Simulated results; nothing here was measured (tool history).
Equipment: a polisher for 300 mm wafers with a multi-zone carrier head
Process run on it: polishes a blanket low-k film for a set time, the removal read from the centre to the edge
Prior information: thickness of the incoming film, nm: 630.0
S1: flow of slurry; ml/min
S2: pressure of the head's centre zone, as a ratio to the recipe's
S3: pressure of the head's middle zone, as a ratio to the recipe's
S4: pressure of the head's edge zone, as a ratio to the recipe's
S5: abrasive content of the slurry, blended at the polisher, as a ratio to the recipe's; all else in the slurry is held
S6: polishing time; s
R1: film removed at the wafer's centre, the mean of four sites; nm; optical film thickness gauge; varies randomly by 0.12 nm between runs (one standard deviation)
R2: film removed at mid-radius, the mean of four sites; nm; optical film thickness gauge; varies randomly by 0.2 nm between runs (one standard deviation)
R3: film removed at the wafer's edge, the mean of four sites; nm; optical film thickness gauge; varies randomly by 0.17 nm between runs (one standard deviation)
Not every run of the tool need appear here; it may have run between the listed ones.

| run | hour | S1 | S2 | S3 | S4 | S5 | S6 | R1 | R2 | R3 |
|---|---|---|---|---|---|---|---|---|---|---|
| 1 | 0 | 195 | 1 | 1 | 1 | 1 | 57 | 10.676 | 11.509 | 11.507 |
| 2 | 6.4 | 205 | 1 | 1.03 | 1.04 | 1.05 | 57 | 11.124 | 11.806 | 11.65 |
| 3 | 14.7 | 205 | 1 | 1.03 | 1.08 | 1.05 | 57 | 11.022 | 11.78 | 11.571 |
| 4 | 16.6 | 205 | 1 | 1.03 | 1.03 | 1.05 | 57 | 11.125 | 12.055 | 11.773 |
| 5 | 21.4 | 205 | 0.97 | 1.03 | 1.03 | 1.05 | 57 | 10.518 | 11.743 | 11.721 |
| 6 | 28.9 | 250 | 0.97 | 1.03 | 1.03 | 1.05 | 57 | 10.943 | 12.334 | 11.941 |
| 7 | 30.8 | 250 | 0.95 | 1.03 | 1.03 | 1.15 | 57 | 10.975 | 12.72 | 11.984 |
| 8 | 35.7 | 240 | 0.93 | 1.01 | 1.03 | 1.2 | 59 | 11.396 | 12.804 | 12.822 |
| 9 | 38.4 | 240 | 0.92 | 1.02 | 1.03 | 1.25 | 60 | 11.47 | 13.592 | 13.359 |
| 10 | 43.6 | 240 | 0.92 | 1.02 | 1.03 | 1.3 | 60 | 11.711 | 13.507 | 13.43 |

Expected results for the next run?
| 11 | 49.8 | 240 | 0.92 | 1.03 | 1.03 | 1.35 | 60 | ? | ? | ? |

R1: 12.011 nm
R2: 14.241 nm
R3: 13.681 nm
